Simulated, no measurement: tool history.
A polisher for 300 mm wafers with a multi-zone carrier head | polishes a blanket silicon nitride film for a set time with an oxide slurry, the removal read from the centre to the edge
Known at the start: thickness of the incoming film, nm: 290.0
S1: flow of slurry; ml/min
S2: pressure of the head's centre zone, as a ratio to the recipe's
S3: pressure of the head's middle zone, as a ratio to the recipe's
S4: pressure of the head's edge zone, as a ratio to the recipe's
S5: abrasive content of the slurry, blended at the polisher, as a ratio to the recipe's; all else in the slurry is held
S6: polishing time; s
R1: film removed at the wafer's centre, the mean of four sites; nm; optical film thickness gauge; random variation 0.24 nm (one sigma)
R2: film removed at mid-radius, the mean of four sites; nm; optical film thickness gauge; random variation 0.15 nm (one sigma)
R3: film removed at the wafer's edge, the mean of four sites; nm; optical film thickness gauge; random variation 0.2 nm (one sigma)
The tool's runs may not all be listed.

Run 1, hour 0: S1 135 ml/min, S2 1, S3 1, S4 1, S5 1, S6 39 s. Result: R1 25.221 nm, R2 25.667 nm, R3 24.219 nm.
Run 2, hour 2.5: S1 135 ml/min, S2 1, S3 0.93, S4 1, S5 1, S6 39 s. Result: R1 24.866 nm, R2 24.611 nm, R3 24.418 nm.
Run 3, hour 11.4: S1 135 ml/min, S2 0.91, S3 0.93, S4 1, S5 1, S6 39 s. Result: R1 23.131 nm, R2 24.621 nm, R3 24.729 nm.
Run 4, hour 19.1: S1 130 ml/min, S2 0.89, S3 0.93, S4 0.98, S5 0.95, S6 39 s. Result: R1 21.521 nm, R2 23.977 nm, R3 24.107 nm.
Run 5, hour 21.6: S1 125 ml/min, S2 0.9, S3 0.93, S4 0.96, S5 0.9, S6 39 s. Result: R1 21.159 nm, R2 23.301 nm, R3 22.526 nm.
Run 6, hour 28.9: S1 120 ml/min, S2 0.89, S3 0.92, S4 0.95, S5 0.9, S6 39 s. Result: R1 20.944 nm, R2 22.632 nm, R3 22.32 nm.

Run 7 comes next. What will it give?
Run 7, hour 37: S1 115 ml/min, S2 0.88, S3 0.92, S4 0.94, S5 0.9, S6 39 s. Result: R1 ?, R2 ?, R3 ?.

{"run 7": {"R1": 20.384, "R2": 22.256, "R3": 22.266}}
